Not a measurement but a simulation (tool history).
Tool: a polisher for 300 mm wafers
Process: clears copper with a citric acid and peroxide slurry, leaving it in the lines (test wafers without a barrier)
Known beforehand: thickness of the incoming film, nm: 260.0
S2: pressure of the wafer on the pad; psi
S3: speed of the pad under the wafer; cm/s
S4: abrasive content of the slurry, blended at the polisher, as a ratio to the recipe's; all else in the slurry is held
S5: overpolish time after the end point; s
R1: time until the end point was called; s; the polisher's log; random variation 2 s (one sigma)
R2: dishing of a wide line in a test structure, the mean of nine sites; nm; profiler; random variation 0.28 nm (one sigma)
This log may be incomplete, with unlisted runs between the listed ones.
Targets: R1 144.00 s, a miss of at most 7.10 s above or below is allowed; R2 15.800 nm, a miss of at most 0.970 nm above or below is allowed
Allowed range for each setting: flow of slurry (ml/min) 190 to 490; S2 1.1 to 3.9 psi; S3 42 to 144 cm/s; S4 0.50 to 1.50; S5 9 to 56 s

{"run": 1, "day": 0.0, "flow of slurry (ml/min)": 315, "S2": 2.5, "S3": 92, "S4": 1.0, "S5": 29, "R1": 136.11, "R2": 34.046}
{"run": 2, "day": 0.154, "flow of slurry (ml/min)": 315, "S2": 2.5, "S3": 92, "S4": 1.0, "S5": 36, "R1": 133.63, "R2": 40.504}
{"run": 3, "day": 0.488, "flow of slurry (ml/min)": 315, "S2": 2.5, "S3": 92, "S4": 1.0, "S5": 48, "R1": 132.76, "R2": 49.009}
{"run": 4, "day": 0.692, "flow of slurry (ml/min)": 315, "S2": 2.3, "S3": 96, "S4": 1.0, "S5": 41, "R1": 144.09, "R2": 43.537}
{"run": 5, "day": 0.729, "flow of slurry (ml/min)": 300, "S2": 2.5, "S3": 86, "S4": 0.9, "S5": 35, "R1": 140.86, "R2": 37.372}
{"run": 6, "day": 0.992, "flow of slurry (ml/min)": 310, "S2": 2.6, "S3": 78, "S4": 1.0, "S5": 30, "R1": 139.51, "R2": 33.833}
{"run": 7, "day": 1.162, "flow of slurry (ml/min)": 290, "S2": 2.7, "S3": 72, "S4": 0.9, "S5": 26, "R1": 147.33, "R2": 28.382}
{"run": 8, "day": 1.475, "flow of slurry (ml/min)": 270, "S2": 2.8, "S3": 66, "S4": 0.85, "S5": 23, "R1": 145.59, "R2": 25.49}
{"run": 9, "day": 1.6, "flow of slurry (ml/min)": 255, "S2": 2.9, "S3": 64, "S4": 0.8, "S5": 20, "R1": 147.51, "R2": 22.299}
{"run": 10, "day": 1.792, "flow of slurry (ml/min)": 255, "S2": 2.9, "S3": 64, "S4": 0.8, "S5": 20, "R1": 147.86, "R2": 22.855}
{"run": 11, "day": 1.896, "flow of slurry (ml/min)": 255, "S2": 2.9, "S3": 64, "S4": 0.8, "S5": 20, "R1": 145.55, "R2": 22.693}
{"run": 12, "day": 2.204, "flow of slurry (ml/min)": 245, "S2": 2.9, "S3": 64, "S4": 0.75, "S5": 18, "R1": 155.37, "R2": 20.266}
{"run": 13, "day": 2.429, "flow of slurry (ml/min)": 235, "S2": 3.0, "S3": 64, "S4": 0.7, "S5": 16, "R1": 143.66, "R2": 18.948}
{"run": 14, "day": 2.712, "flow of slurry (ml/min)": 230, "S2": 3.0, "S3": 62, "S4": 0.6, "S5": 10, "R1": 152.12, "R2": 11.494}
{"run": 15, "day": 2.958, "flow of slurry (ml/min)": 225, "S2": 3.0, "S3": 60, "S4": 0.6, "S5": 10, "R1": 156.41, "R2": 11.565}
{"run": 16, "day": 3.121, "flow of slurry (ml/min)": 220, "S2": 3.1, "S3": 56, "S4": 0.7, "S5": 11, "R1": 150.65, "R2": 13.373}
{"run": 17, "day": 3.183, "flow of slurry (ml/min)": 220, "S2": 3.1, "S3": 56, "S4": 0.75, "S5": 12, "R1": 151.04, "R2": 14.473}

5 candidate next runs follow, results not yet known. Just one meets every target within its allowed miss. Identify it.
{"run": "A", "day": 3.246, "flow of slurry (ml/min)": 190, "S2": 3.2, "S3": 58, "S4": 0.8, "S5": 13, "R1": "?", "R2": "?"}
{"run": "B", "day": 3.246, "flow of slurry (ml/min)": 225, "S2": 2.8, "S3": 62, "S4": 0.75, "S5": 17, "R1": "?", "R2": "?"}
{"run": "C", "day": 3.246, "flow of slurry (ml/min)": 240, "S2": 3.1, "S3": 70, "S4": 0.8, "S5": 12, "R1": "?", "R2": "?"}
{"run": "D", "day": 3.246, "flow of slurry (ml/min)": 280, "S2": 3.4, "S3": 62, "S4": 0.75, "S5": 14, "R1": "?", "R2": "?"}
{"run": "E", "day": 3.246, "flow of slurry (ml/min)": 195, "S2": 3.6, "S3": 56, "S4": 0.85, "S5": 13, "R1": "?", "R2": "?"}

move=A R1=145.23 R2=15.885
move=B R1=160.09 R2=18.529
move=C R1=134.32 R2=15.846
move=D R1=130.93 R2=18.704
move=E R1=130.13 R2=17.598
A: in spec on every target
B: moves the result that the last run missed by most past its target, out the other side
C: puts the biggest miss on target and leaves a different result outside tolerance
D: moves the result that the last run missed by most past its target, out the other side
E: moves the result that the last run missed by most past its target, out the other side
Go with A: it meets all targets.
